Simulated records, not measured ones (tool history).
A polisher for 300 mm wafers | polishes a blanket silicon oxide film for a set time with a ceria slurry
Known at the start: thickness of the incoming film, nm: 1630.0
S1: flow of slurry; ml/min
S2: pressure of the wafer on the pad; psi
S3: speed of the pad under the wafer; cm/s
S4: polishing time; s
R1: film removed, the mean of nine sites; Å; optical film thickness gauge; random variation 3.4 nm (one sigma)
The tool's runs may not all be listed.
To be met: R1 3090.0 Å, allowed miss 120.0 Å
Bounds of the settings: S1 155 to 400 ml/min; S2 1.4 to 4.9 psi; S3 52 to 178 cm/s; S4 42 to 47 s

run,hour,S1,S2,S3,S4,R1
1,0.0,255,3.1,114,47,1753.0
2,5.5,255,3.1,114,47,1752.2
3,9.0,255,3.1,114,47,1713.1
4,13.6,255,3.4,114,47,1928.5
5,16.3,255,4.1,114,47,2296.4
6,22.8,295,4.1,114,47,2325.7
7,25.4,295,4.2,116,47,2421.5
8,31.8,295,4.3,118,47,2479.7
9,40.2,295,4.4,120,47,2650.4
10,44.9,295,4.5,120,47,2708.7
11,45.9,295,4.9,122,47,2977.4

Which of these 5 next moves meets every target?
A,46.9,310,4.7,120,46,?
B,46.9,265,4.6,130,46,?
C,46.9,340,4.4,126,47,?
D,46.9,290,4.9,136,44,?
E,46.9,315,4.8,132,42,?

move,R1
A,2735.8
B,2857.1
C,2767.4
D,3062.2
E,2801.2
A: further off than the last run
B: further off than the last run
C: further off than the last run
D: meets every target
E: further off than the last run
Move D is the one to make.
